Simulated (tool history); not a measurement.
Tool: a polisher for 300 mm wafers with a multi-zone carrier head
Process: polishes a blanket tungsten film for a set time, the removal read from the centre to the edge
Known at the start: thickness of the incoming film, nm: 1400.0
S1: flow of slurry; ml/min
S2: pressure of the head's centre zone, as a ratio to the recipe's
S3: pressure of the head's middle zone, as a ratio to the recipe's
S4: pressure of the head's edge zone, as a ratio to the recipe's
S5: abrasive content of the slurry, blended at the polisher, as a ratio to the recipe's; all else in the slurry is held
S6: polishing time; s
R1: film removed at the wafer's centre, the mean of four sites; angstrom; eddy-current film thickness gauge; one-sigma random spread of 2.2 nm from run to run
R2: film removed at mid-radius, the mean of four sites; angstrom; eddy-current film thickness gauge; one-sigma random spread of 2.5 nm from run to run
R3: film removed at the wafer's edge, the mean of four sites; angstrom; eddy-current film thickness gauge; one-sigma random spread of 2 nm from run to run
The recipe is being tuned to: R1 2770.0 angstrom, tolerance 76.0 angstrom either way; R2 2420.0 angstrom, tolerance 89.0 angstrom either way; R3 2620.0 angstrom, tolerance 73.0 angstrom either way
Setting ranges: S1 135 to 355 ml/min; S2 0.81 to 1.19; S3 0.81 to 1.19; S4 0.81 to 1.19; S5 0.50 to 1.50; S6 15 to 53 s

run  hour   S1    S2    S3    S4    S5  S6      R1      R2      R3
  1   0.0  225  1.00  1.00  1.00  1.00  34  1886.3  1860.8  1933.5
  2   3.7  230  1.02  1.01  1.02  1.05  34  1910.9  1940.7  1915.7
  3  10.9  230  1.02  1.01  1.07  1.05  34  1924.8  1934.8  1967.9
  4  14.8  230  1.02  1.01  1.12  1.05  34  1946.2  1918.9  2014.7
  5  18.7  235  1.03  1.00  1.13  1.10  35  2002.5  2008.2  2123.1
  6  23.5  240  1.05  0.99  1.12  1.15  36  2110.2  2085.0  2189.3
  7  26.7  245  1.07  0.98  1.12  1.15  37  2241.5  2087.0  2267.5
  8  29.7  250  1.09  0.98  1.13  1.20  37  2297.4  2128.6  2285.1

Next run, 5 choices. One meets every target within its allowed miss, the rest don't. Which?
  A  32.7  300  1.16  1.18  1.08  1.50  35   ?   ?   ?
  B  32.7  240  1.00  1.09  1.16  1.50  36   ?   ?   ?
  C  32.7  270  0.93  1.00  1.19  1.15  39   ?   ?   ?
  D  32.7  260  1.15  0.97  1.12  1.25  42   ?   ?   ?
  E  32.7  215  0.94  0.81  1.19  1.25  38   ?   ?   ?

move      R1      R2      R3
   A  2459.7  2555.4  2273.4
   B  2171.7  2393.1  2371.7
   C  2127.9  2310.4  2487.2
   D  2764.0  2454.8  2641.7
   E  2055.7  1866.2  2416.7
A: closer than the last run, but not yet in spec
B: further off than the last run
C: further off than the last run
D: all results in spec
E: further off than the last run
The right move is D.

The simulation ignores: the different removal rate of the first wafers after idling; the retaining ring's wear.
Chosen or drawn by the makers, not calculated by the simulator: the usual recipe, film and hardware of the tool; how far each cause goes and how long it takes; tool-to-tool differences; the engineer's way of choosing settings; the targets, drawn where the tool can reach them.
